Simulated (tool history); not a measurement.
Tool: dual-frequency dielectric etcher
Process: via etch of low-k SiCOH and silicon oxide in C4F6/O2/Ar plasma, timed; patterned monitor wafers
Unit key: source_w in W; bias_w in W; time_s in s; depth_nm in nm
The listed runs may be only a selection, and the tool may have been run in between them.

{"run": 1, "hour": 0.0, "source_w": 350, "bias_w": 248, "time_s": 61.5, "depth_nm": 156.68}
{"run": 2, "hour": 2.2, "source_w": 350, "bias_w": 279, "time_s": 61.5, "depth_nm": 161.79}
{"run": 3, "hour": 2.9, "source_w": 350, "bias_w": 249, "time_s": 61.5, "depth_nm": 157.02}
{"run": 4, "hour": 11.1, "source_w": 350, "bias_w": 249, "time_s": 64, "depth_nm": 163.86}
{"run": 5, "hour": 17.1, "source_w": 350, "bias_w": 249, "time_s": 61.5, "depth_nm": 156.5}
{"run": 6, "hour": 22.5, "source_w": 340, "bias_w": 247, "time_s": 61.5, "depth_nm": 154.73}
{"run": 7, "hour": 27.0, "source_w": 330, "bias_w": 245, "time_s": 61.5, "depth_nm": 151.41}

Run 8 comes next. What will it give?
{"run": 8, "hour": 32.9, "source_w": 320, "bias_w": 244, "time_s": 61.5, "depth_nm": "?"}

{"run 8": {"depth_nm": 149.29}}

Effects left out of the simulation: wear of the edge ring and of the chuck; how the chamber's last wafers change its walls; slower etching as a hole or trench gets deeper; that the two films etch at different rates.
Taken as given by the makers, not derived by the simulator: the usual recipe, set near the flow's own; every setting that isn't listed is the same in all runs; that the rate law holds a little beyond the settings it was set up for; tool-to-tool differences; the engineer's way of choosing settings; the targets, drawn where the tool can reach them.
